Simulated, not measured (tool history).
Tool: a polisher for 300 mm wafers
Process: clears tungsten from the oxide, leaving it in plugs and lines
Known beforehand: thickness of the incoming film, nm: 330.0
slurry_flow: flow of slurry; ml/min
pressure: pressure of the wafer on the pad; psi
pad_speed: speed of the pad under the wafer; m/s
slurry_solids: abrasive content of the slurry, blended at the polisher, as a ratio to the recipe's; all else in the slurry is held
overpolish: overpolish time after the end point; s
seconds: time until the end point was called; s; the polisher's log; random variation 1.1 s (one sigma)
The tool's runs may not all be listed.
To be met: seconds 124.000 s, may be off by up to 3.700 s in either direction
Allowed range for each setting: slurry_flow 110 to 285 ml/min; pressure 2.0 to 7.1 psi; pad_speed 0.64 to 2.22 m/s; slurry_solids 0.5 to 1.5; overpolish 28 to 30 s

run	hour	slurry_flow	pressure	pad_speed	slurry_solids	overpolish	seconds
1	0.0	180	4.5	1.42	1.0	28	52.822
2	0.7	175	3.9	1.32	1.0	28	64.958
3	2.1	175	3.9	1.32	1.0	28	64.917
4	7.8	170	3.4	1.24	1.0	28	80.404
5	9.7	165	3.1	1.22	1.0	28	88.643
6	11.4	165	3.1	1.22	1.0	30	88.008
7	14.3	160	2.8	1.20	1.0	30	100.510
8	18.2	150	2.7	1.20	1.0	30	106.320
9	25.7	140	2.7	1.20	1.0	30	104.100

Exactly one of the 5 candidate moves below puts every result within its allowed miss. Which one?
A	33.2	130	3.0	1.26	1.1	30	?
B	33.2	135	2.3	1.12	0.9	30	?
C	33.2	120	3.5	1.36	1.0	28	?
D	33.2	200	2.2	1.02	1.2	29	?
E	33.2	190	3.9	0.64	1.2	30	?

move	seconds
A	91.780
B	136.790
C	76.506
D	136.880
E	124.250
A: further off than the last run
B: moves the result that the last run missed by most past its target, out the other side
C: further off than the last run
D: moves the result that the last run missed by most past its target, out the other side
E: all results land within tolerance of their targets
Move E is the one to make.

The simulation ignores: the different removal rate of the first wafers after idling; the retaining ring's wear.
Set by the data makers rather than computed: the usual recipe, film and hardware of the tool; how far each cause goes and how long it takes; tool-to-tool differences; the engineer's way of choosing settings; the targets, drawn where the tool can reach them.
